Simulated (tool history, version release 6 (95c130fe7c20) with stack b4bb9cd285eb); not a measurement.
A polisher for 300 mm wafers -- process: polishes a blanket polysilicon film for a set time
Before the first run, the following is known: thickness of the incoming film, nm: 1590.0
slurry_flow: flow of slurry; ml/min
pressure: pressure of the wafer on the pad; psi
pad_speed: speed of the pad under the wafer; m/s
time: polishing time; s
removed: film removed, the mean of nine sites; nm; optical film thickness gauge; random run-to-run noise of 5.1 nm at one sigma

run 1 hour=0.0 | slurry_flow=240 pressure=2.0 pad_speed=0.90 time=42 | removed=254.84
run 2 hour=5.1 | slurry_flow=195 pressure=2.0 pad_speed=0.90 time=42 | removed=252.76
run 3 hour=12.4 | slurry_flow=195 pressure=2.0 pad_speed=0.90 time=42 | removed=255.61
run 4 hour=17.6 | slurry_flow=150 pressure=2.0 pad_speed=0.90 time=42 | removed=240.67
run 5 hour=25.5 | slurry_flow=185 pressure=2.0 pad_speed=0.90 time=42 | removed=248.45
run 6 hour=27.7 | slurry_flow=185 pressure=2.0 pad_speed=1.04 time=42 | removed=288.28
run 7 hour=36.4 | slurry_flow=190 pressure=2.2 pad_speed=1.04 time=42 | removed=315.60
run 8 hour=40.0 | slurry_flow=195 pressure=2.4 pad_speed=1.04 time=42 | removed=333.35

Run 9 has not been measured yet. What should we expect?
run 9 hour=45.4 | slurry_flow=195 pressure=2.6 pad_speed=1.04 time=42 | removed=?

removed: 359.17 nm
